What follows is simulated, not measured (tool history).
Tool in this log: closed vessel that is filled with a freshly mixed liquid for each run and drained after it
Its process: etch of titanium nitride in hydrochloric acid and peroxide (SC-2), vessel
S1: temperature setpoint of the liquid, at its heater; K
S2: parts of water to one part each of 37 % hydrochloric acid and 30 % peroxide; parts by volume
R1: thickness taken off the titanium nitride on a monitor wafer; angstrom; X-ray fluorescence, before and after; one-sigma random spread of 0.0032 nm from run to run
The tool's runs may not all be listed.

{"run": 1, "day": 0.0, "S1": 330.15, "S2": 9, "time in the liquid (s)": 40, "R1": 19.835}
{"run": 2, "day": 0.088, "S1": 327.65, "S2": 9.5, "time in the liquid (s)": 40, "R1": 16.2}
{"run": 3, "day": 0.35, "S1": 325.65, "S2": 10, "time in the liquid (s)": 40, "R1": 13.52}
{"run": 4, "day": 0.404, "S1": 325.65, "S2": 13, "time in the liquid (s)": 40, "R1": 10.726}
{"run": 5, "day": 0.558, "S1": 325.65, "S2": 11, "time in the liquid (s)": 40, "R1": 12.505}
{"run": 6, "day": 0.704, "S1": 325.65, "S2": 9, "time in the liquid (s)": 40, "R1": 14.759}
{"run": 7, "day": 1.079, "S1": 317.65, "S2": 12.5, "time in the liquid (s)": 40, "R1": 6.543}

Run 8 is up next; what results do you expect?
{"run": 8, "day": 1.246, "S1": 317.65, "S2": 12.5, "time in the liquid (s)": 40, "R1": "?"}

{"run 8": {"R1": 6.5076}}
